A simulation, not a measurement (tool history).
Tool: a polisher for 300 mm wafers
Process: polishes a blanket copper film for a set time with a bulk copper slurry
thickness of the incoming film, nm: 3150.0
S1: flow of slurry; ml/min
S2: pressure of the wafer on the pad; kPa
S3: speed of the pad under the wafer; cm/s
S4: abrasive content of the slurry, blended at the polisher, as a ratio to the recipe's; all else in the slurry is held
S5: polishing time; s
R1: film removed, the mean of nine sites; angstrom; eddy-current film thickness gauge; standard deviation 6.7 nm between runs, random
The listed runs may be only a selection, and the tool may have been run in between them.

run  hour   S1    S2   S3    S4  S5      R1
  1     0  165  13.8  136     1  49  4461.4
  2   4.7  165  13.8  136  0.85  49  4286.3
  3   9.2  165  13.8  136  0.85  49  4282.5
  4  10.6  210  13.8  136  0.85  49  4444.3
  5  11.8  210  10.3  136  0.85  49  3548.3
  6  18.9  210  12.4  138  0.85  49  4215.9
  7  27.7  220  16.5  140  0.85  49  5415.5
  8  30.8  220  17.2  140  0.85  49  5539.6

Run 9, settings as shown, results not yet in. Your forecast:
  9  32.2  220  17.9  140  0.85  49   ?

{"run 9": {"R1": 5746.5}}
